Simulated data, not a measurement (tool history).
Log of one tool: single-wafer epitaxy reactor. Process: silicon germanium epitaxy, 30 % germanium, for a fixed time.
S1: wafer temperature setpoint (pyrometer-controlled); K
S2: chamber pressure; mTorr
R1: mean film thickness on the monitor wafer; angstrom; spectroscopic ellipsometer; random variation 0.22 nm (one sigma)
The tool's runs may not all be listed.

Run 1, day 0: S1 873.15 K, S2 24600 mTorr. Result: R1 703.93 angstrom.
Run 2, day 0.317: S1 864.15 K, S2 24600 mTorr. Result: R1 608.31 angstrom.
Run 3, day 0.592: S1 864.15 K, S2 22600 mTorr. Result: R1 585.08 angstrom.
Run 4, day 0.858: S1 868.15 K, S2 22700 mTorr. Result: R1 623.8 angstrom.
Run 5, day 0.967: S1 871.15 K, S2 22700 mTorr. Result: R1 657.19 angstrom.
Run 6, day 1.2: S1 861.15 K, S2 22700 mTorr. Result: R1 555.65 angstrom.
Run 7, day 1.425: S1 866.15 K, S2 22800 mTorr. Result: R1 606.89 angstrom.

Run 8 comes next. What will it give?
Run 8, day 1.567: S1 869.15 K, S2 22900 mTorr. Result: R1 ?.

R1: 638.81 angstrom
